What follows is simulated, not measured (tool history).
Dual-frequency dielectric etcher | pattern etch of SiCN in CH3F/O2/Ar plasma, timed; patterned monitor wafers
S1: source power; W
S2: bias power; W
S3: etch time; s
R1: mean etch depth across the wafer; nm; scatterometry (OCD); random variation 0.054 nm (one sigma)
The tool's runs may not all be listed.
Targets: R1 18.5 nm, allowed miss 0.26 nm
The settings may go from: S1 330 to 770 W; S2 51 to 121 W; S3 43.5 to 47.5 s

run,hour,S1,S2,S3,R1
1,0,550,86,47.5,20.27
2,0.8,480,86,47.5,19.144
3,4.1,480,86,47.5,19.269
4,9.2,470,86,47.5,19.079
# hour 10.5: wet clean of the chamber
5,10.5,460,86,47.5,19.484
6,16.9,360,86,47.5,17.421
7,25.1,370,86,47.5,17.629
8,28.7,380,86,47.5,17.849
9,34.4,390,86,47.5,18.194

4 next moves are on the table. One of them brings every result within its allowed miss. Which?
A,40.1,420,88,47.5,?
B,40.1,410,91,46.5,?
C,40.1,400,94,47.5,?
D,40.1,420,91,47.5,?

move,R1
A,18.878
B,18.558
C,19.023
D,19.159
A: takes the result that was furthest off past its target
B: meets every target
C: takes the result that was furthest off past its target
D: takes the result that was furthest off past its target
Answer: B
